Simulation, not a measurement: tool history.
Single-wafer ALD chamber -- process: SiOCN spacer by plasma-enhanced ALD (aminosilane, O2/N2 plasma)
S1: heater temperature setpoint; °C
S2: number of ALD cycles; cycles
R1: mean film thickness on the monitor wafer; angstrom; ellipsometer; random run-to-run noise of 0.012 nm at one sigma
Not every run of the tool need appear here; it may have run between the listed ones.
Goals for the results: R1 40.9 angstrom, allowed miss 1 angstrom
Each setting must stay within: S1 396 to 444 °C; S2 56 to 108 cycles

run  hour   S1  S2      R1
  1     0  420  82  49.512
  2   6.8  421  80  47.985
  3  10.3  431  80  46.356
  4  18.1  432  79  45.669
  5  22.4  433  78  44.729
  6  29.2  433  85  49.004
  7  35.8  434  83  47.628
  8  38.9  435  81  46.261
  9  45.6  436  80  45.428

Which of these 5 next moves meets every target?
  A  52.3  432  82   ?
  B  52.3  435  76   ?
  C  52.3  435  84   ?
  D  52.3  435  92   ?
  E  52.3  438  73   ?

move      R1
   A   47.46
   B  43.509
   C  48.088
   D  52.668
   E  41.331
A: moves away from the targets compared with the last run
B: better than the last run, though not everything is in spec
C: moves away from the targets compared with the last run
D: moves away from the targets compared with the last run
E: hits every target within its allowed miss
Go with E: it meets all targets.
